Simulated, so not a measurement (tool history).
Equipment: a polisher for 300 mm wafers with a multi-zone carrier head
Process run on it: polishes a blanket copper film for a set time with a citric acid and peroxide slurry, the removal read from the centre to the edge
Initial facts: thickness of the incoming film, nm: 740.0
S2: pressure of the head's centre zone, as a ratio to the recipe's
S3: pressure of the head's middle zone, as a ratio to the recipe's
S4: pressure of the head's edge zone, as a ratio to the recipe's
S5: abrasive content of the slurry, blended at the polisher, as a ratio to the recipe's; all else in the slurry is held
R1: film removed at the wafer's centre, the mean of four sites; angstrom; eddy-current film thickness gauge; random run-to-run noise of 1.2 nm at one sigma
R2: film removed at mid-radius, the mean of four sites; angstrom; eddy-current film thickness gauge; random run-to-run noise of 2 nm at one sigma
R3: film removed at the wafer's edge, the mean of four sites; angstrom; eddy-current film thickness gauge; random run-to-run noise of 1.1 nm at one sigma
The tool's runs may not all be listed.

run 1 hour=0 | flow_of_slurry_(ml/min)=220 S2=1 S3=1 S4=1 S5=1 polishing_time_(s)=50 | R1=1280.2 R2=1296.7 R3=1277.4
run 2 hour=1.3 | flow_of_slurry_(ml/min)=220 S2=1 S3=1 S4=1.03 S5=1 polishing_time_(s)=50 | R1=1284.6 R2=1302.7 R3=1281.8
run 3 hour=3.5 | flow_of_slurry_(ml/min)=220 S2=1 S3=1 S4=1.09 S5=1 polishing_time_(s)=50 | R1=1298.8 R2=1309 R3=1313.1
run 4 hour=6.3 | flow_of_slurry_(ml/min)=220 S2=1 S3=1 S4=1.09 S5=1 polishing_time_(s)=41 | R1=1037.3 R2=1055.7 R3=1078.5
run 5 hour=7.8 | flow_of_slurry_(ml/min)=220 S2=1 S3=1 S4=1.17 S5=1 polishing_time_(s)=41 | R1=1059.2 R2=1051.8 R3=1086.2
run 6 hour=9.9 | flow_of_slurry_(ml/min)=220 S2=1.06 S3=1 S4=1.17 S5=1 polishing_time_(s)=41 | R1=1106.6 R2=1042.8 R3=1105.6
run 7 hour=17.4 | flow_of_slurry_(ml/min)=225 S2=1.04 S3=1.02 S4=1.18 S5=1.15 polishing_time_(s)=47 | R1=1285.7 R2=1286.8 R3=1316
run 8 hour=18 | flow_of_slurry_(ml/min)=240 S2=1.05 S3=1.04 S4=1.18 S5=1.25 polishing_time_(s)=50 | R1=1428 R2=1428 R3=1444.5

Run 9 has not been measured yet. What should we expect?
run 9 hour=19.5 | flow_of_slurry_(ml/min)=245 S2=1.05 S3=1.06 S4=1.18 S5=1.35 polishing_time_(s)=52 | R1=? R2=? R3=?

Run 9 came out at R1 1499.7 angstrom, R2 1520.5 angstrom, R3 1503.8 angstrom.
